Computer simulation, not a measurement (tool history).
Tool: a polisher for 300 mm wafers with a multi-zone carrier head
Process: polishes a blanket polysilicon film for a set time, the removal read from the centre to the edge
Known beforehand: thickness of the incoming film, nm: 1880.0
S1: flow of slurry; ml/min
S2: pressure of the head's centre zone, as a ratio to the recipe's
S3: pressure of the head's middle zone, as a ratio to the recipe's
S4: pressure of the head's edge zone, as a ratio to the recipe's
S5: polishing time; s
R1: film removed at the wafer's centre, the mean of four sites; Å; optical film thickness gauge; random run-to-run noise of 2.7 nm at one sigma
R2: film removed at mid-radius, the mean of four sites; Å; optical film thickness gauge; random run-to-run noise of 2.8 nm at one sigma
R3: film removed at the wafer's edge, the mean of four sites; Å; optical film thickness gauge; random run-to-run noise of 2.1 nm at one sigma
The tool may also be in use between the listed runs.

run,hour,S1,S2,S3,S4,S5,R1,R2,R3
1,0.0,145,1.00,1.00,1.00,52,2219.2,2218.3,2239.5
2,7.6,145,1.00,1.00,1.00,61,2576.1,2635.9,2595.4
3,9.2,145,1.00,1.05,1.00,61,2612.5,2721.9,2626.4
4,16.3,140,1.02,1.04,0.95,58,2475.9,2496.3,2513.2
5,23.8,140,1.02,1.04,0.95,63,2738.4,2789.5,2662.5
6,28.9,170,1.02,1.04,0.95,63,2867.4,2827.7,2734.4
7,30.6,185,1.03,1.08,0.92,57,2557.3,2711.5,2453.2

What will run 8 give?
8,37.0,195,1.06,1.07,0.91,53,?,?,?

R1: 2474.5 Å
R2: 2531.8 Å
R3: 2305.6 Å

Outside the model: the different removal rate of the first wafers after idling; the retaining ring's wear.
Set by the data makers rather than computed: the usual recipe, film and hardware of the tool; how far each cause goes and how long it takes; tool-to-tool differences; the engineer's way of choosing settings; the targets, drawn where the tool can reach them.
